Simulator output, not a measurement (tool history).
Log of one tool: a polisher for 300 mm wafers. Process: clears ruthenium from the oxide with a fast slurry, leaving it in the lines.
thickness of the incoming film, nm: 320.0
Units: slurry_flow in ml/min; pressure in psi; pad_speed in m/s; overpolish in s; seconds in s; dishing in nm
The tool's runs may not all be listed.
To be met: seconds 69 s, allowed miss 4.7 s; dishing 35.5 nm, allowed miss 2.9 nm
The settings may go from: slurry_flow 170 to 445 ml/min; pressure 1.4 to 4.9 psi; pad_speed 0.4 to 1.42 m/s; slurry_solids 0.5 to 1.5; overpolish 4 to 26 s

| run | hour | slurry_flow | pressure | pad_speed | slurry_solids | overpolish | seconds | dishing |
|---|---|---|---|---|---|---|---|---|
| 1 | 0 | 285 | 3.1 | 0.9 | 1 | 13 | 73.592 | 47.921 |
| 2 | 1.7 | 285 | 3.1 | 0.9 | 1 | 12 | 70.551 | 44.871 |
| 3 | 5.6 | 285 | 3.1 | 1.06 | 1 | 12 | 61.283 | 48.708 |
| 4 | 7.7 | 225 | 3.1 | 1.06 | 1 | 12 | 62.538 | 48.177 |
| 5 | 8.4 | 225 | 3.1 | 1.06 | 0.9 | 12 | 64.17 | 48.141 |
| 6 | 15.8 | 190 | 3.1 | 1.06 | 0.9 | 12 | 64.977 | 48.188 |
| 7 | 19.9 | 190 | 3.1 | 1.06 | 0.9 | 11 | 62.794 | 44.64 |
| 8 | 22.2 | 190 | 3 | 1.06 | 0.9 | 11 | 67.179 | 41.604 |
| 9 | 28.7 | 190 | 2.9 | 1.06 | 0.9 | 10 | 68.068 | 38.988 |

5 next moves are on the table. One of them brings every result within its allowed miss. Which?
| A | 35.2 | 175 | 2.7 | 1.14 | 0.85 | 12 | ? | ? |
| B | 35.2 | 170 | 3.1 | 0.98 | 1 | 12 | ? | ? |
| C | 35.2 | 205 | 3 | 1 | 0.9 | 13 | ? | ? |
| D | 35.2 | 190 | 3 | 1.08 | 0.8 | 9 | ? | ? |
| E | 35.2 | 190 | 3.2 | 1.04 | 0.95 | 11 | ? | ? |

| move | seconds | dishing |
|---|---|---|
| A | 67.947 | 45.402 |
| B | 66.085 | 46.492 |
| C | 67.732 | 48.729 |
| D | 65.272 | 36.594 |
| E | 60.738 | 46.388 |
A: further off than the last run
B: further off than the last run
C: further off than the last run
D: meets every target
E: further off than the last run
Move D is the one to make.

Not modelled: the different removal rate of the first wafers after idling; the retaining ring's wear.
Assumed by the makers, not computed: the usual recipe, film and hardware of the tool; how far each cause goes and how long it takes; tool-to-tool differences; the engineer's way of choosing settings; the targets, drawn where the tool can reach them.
